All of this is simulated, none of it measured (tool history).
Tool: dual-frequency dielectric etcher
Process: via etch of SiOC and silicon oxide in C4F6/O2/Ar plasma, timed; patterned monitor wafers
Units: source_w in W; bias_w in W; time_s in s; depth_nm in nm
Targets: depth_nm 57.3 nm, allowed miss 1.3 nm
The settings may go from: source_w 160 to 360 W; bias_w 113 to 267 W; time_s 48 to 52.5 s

run  hour  source_w  bias_w  time_s  depth_nm
  1     0       260     190    52.5    51.301
  2     2       260     190    52.5    51.104
  3   5.6       270     192    52.5    52.028
  4  11.8       230     192    52.5    48.475
  5  20.3       260     192    52.5    51.542
  6  28.1       270     193    52.5    51.969
  7  30.6       320     215    52.5    59.408
  8    35       320     214    52.5    58.715
  9  41.1       320     214    52.5    59.589

4 next moves are on the table. One of them brings every result within its allowed miss. Which?
  A  47.2       360     214      49         ?
  B  47.2       310     220      48         ?
  C  47.2       290     214      50         ?
  D  47.2       310     223      48         ?

move  depth_nm
   A     57.98
   B    54.254
   C    54.243
   D    54.629
A: meets every target
B: takes the result that was furthest off past its target
C: takes the result that was furthest off past its target
D: takes the result that was furthest off past its target
Answer: A

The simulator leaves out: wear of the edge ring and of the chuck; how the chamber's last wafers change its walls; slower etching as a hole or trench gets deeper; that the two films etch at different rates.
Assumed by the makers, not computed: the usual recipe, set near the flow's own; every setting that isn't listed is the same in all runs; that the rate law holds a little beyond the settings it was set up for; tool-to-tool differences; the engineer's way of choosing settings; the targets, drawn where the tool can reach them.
